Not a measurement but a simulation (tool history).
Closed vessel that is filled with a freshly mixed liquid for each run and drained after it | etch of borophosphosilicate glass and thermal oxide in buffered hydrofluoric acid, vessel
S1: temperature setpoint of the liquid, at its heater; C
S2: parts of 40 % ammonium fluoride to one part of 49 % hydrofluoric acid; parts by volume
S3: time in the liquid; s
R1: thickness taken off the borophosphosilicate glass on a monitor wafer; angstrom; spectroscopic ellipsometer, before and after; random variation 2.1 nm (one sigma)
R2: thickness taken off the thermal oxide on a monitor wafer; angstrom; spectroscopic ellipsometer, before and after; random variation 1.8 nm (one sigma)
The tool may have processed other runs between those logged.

run 1 hour=0.0 | S1=22.0 S2=13.0 S3=60 | R1=794.92 R2=435.58
run 2 hour=4.7 | S1=24.0 S2=11.0 S3=65 | R1=1127.00 R2=619.23
run 3 hour=5.8 | S1=22.5 S2=11.0 S3=65 | R1=1055.70 R2=571.66
run 4 hour=12.7 | S1=24.0 S2=9.5 S3=70 | R1=1393.10 R2=750.67
run 5 hour=19.6 | S1=24.0 S2=9.5 S3=95 | R1=1896.10 R2=998.69
run 6 hour=25.5 | S1=21.5 S2=9.5 S3=95 | R1=1643.00 R2=880.18
run 7 hour=26.4 | S1=23.5 S2=9.0 S3=95 | R1=1916.60 R2=1032.20
run 8 hour=33.0 | S1=25.0 S2=8.5 S3=95 | R1=2223.10 R2=1179.20
run 9 hour=36.2 | S1=26.0 S2=8.0 S3=95 | R1=2463.60 R2=1324.40
run 10 hour=39.6 | S1=27.0 S2=8.0 S3=95 | R1=2615.90 R2=1403.80

The next listed run, before its measurement:
run 11 hour=40.1 | S1=27.5 S2=8.0 S3=95 | R1=? R2=?

R1: 2687.10 angstrom
R2: 1444.90 angstrom
